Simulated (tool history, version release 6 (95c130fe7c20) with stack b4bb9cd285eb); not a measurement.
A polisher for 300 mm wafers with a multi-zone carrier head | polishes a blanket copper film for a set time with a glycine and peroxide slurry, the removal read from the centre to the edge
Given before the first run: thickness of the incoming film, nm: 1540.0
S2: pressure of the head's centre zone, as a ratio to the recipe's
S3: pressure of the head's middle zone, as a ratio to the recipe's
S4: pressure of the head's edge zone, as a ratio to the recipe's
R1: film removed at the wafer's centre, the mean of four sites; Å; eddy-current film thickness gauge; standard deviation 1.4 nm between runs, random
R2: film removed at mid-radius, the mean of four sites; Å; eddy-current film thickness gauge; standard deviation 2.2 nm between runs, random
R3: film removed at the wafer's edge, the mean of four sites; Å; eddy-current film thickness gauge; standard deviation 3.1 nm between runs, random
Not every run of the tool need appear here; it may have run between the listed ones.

run 1 hour=0 | flow_of_slurry_(ml/min)=275 S2=1 S3=1 S4=1 polishing_time_(s)=59 | R1=2977.5 R2=3000.3 R3=2897.7
run 2 hour=1.9 | flow_of_slurry_(ml/min)=265 S2=0.97 S3=0.95 S4=1.02 polishing_time_(s)=55 | R1=2646.1 R2=2641.2 R3=2781.5
run 3 hour=4.9 | flow_of_slurry_(ml/min)=265 S2=0.97 S3=1 S4=1.02 polishing_time_(s)=55 | R1=2674.1 R2=2781.8 R3=2863.2
run 4 hour=12 | flow_of_slurry_(ml/min)=255 S2=0.95 S3=0.95 S4=1.02 polishing_time_(s)=52 | R1=2488.2 R2=2493.5 R3=2616.9
run 5 hour=15.5 | flow_of_slurry_(ml/min)=255 S2=0.95 S3=0.95 S4=0.94 polishing_time_(s)=52 | R1=2426.3 R2=2441.9 R3=2580.8
run 6 hour=23 | flow_of_slurry_(ml/min)=255 S2=0.91 S3=0.95 S4=0.94 polishing_time_(s)=52 | R1=2340.8 R2=2517.1 R3=2523.9
run 7 hour=24 | flow_of_slurry_(ml/min)=235 S2=0.9 S3=0.91 S4=0.96 polishing_time_(s)=51 | R1=2275.6 R2=2275.2 R3=2503.4
run 8 hour=30.4 | flow_of_slurry_(ml/min)=225 S2=0.88 S3=0.89 S4=0.95 polishing_time_(s)=50 | R1=2174.6 R2=2227.5 R3=2395.5
run 9 hour=33.5 | flow_of_slurry_(ml/min)=215 S2=0.87 S3=0.87 S4=0.99 polishing_time_(s)=49 | R1=2077 R2=2165.9 R3=2475.6
run 10 hour=41.4 | flow_of_slurry_(ml/min)=210 S2=0.87 S3=0.85 S4=0.98 polishing_time_(s)=48 | R1=2052.6 R2=2061.7 R3=2348.9

Forecast run 11:
run 11 hour=46.1 | flow_of_slurry_(ml/min)=200 S2=0.87 S3=0.84 S4=1 polishing_time_(s)=48 | R1=? R2=? R3=?

R1: 2043.8 Å
R2: 2024.7 Å
R3: 2407.6 Å
